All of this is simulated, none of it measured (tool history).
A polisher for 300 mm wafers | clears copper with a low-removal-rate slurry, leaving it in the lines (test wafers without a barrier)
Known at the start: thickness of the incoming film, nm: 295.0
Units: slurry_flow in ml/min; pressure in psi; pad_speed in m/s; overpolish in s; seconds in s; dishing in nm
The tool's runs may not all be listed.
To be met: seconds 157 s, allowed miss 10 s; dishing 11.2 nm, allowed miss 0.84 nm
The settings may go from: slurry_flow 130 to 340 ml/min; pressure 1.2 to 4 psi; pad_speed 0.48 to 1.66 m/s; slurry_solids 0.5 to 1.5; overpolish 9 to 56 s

| run | hour | slurry_flow | pressure | pad_speed | slurry_solids | overpolish | seconds | dishing |
|---|---|---|---|---|---|---|---|---|
| 1 | 0 | 220 | 2.6 | 1.06 | 1 | 29 | 123.74 | 26.351 |
| 2 | 4.2 | 220 | 2.6 | 1.06 | 0.8 | 29 | 129.98 | 25.604 |
| 3 | 9.2 | 225 | 2.3 | 1.14 | 0.75 | 24 | 140.81 | 22.647 |
| 4 | 9.9 | 225 | 2.3 | 1.14 | 0.75 | 18 | 139.04 | 19.522 |
| 5 | 15.6 | 205 | 2.3 | 1.14 | 0.75 | 18 | 137.69 | 19.99 |
| 6 | 21.6 | 235 | 2 | 1.24 | 0.7 | 16 | 145.01 | 17.176 |
| 7 | 26.5 | 255 | 1.8 | 1.3 | 0.65 | 14 | 153.68 | 14.858 |
| 8 | 28.3 | 270 | 1.7 | 1.34 | 0.6 | 13 | 166.18 | 14.518 |
| 9 | 37.2 | 210 | 1.2 | 1.04 | 0.85 | 9 | 277.2 | 7.0518 |

Which of these 4 next moves meets every target?
| A | 46.1 | 245 | 1.6 | 1.12 | 0.8 | 14 | ? | ? |
| B | 46.1 | 215 | 1.2 | 0.72 | 0.75 | 19 | ? | ? |
| C | 46.1 | 220 | 1.7 | 1.22 | 1.1 | 9 | ? | ? |
| D | 46.1 | 155 | 1.2 | 0.58 | 0.9 | 20 | ? | ? |

| move | seconds | dishing |
|---|---|---|
| A | 196.18 | 13.015 |
| B | 405.88 | 9.3373 |
| C | 160.3 | 10.876 |
| D | 499.83 | 8.2081 |
A: nearer than the last run, and not there yet
B: further off than the last run
C: meets every target
D: further off than the last run
Move C is the one to make.
